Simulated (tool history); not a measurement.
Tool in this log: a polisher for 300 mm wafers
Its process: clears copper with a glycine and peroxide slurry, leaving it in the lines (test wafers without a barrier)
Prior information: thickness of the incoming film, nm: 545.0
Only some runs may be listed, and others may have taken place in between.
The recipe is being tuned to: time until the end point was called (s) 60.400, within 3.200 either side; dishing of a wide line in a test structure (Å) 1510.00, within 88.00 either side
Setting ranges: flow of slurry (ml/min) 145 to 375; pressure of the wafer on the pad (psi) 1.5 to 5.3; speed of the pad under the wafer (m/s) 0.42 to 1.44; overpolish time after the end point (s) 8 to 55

run  hour  flow of slurry (ml/min)  pressure of the wafer on the pad (psi)  speed of the pad under the wafer (m/s)  overpolish time after the end point (s)  time until the end point was called (s)  dishing of a wide line in a test structure (Å)
  1   0.0                      240                                     3.4                                    0.92                                       28                                   86.513                                          913.21
  2   3.0                      240                                     3.7                                    0.92                                       30                                   80.774                                         1046.50
  3  11.9                      240                                     3.7                                    1.00                                       30                                   76.659                                         1065.80
  4  18.3                      240                                     3.7                                    1.00                                       37                                   75.950                                         1220.10
  5  22.7                      240                                     3.9                                    1.00                                       37                                   72.346                                         1241.20
  6  28.6                      240                                     4.0                                    1.00                                       38                                   69.536                                         1304.30
  7  35.0                      240                                     4.1                                    1.00                                       39                                   69.631                                         1309.50
  8  40.6                      240                                     4.2                                    1.00                                       40                                   65.221                                         1384.40
  9  44.5                      240                                     4.3                                    1.00                                       41                                   65.072                                         1389.30
     50.9  -- slurry nozzle cleaned
 10  50.9                      240                                     4.3                                    1.00                                       42                                   67.050                                         1436.80

Exactly one of the 4 candidate moves below puts every result within its allowed miss. Which one?
  A  57.3                      190                                     4.2                                    1.12                                       46                                        ?                                               ?
  B  57.3                      205                                     4.6                                    1.20                                       52                                        ?                                               ?
  C  57.3                      205                                     4.9                                    1.12                                       40                                        ?                                               ?
  D  57.3                      345                                     4.8                                    1.14                                       38                                        ?                                               ?

move  time until the end point was called (s)  dishing of a wide line in a test structure (Å)
   A                                   61.393                                         1549.10
   B                                   52.788                                         1727.30
   C                                   53.066                                         1580.40
   D                                   50.892                                         1569.00
A: meets every target
B: moves the result that the last run missed by most past its target, out the other side
C: moves the result that the last run missed by most past its target, out the other side
D: moves the result that the last run missed by most past its target, out the other side
Go with A: it meets all targets.
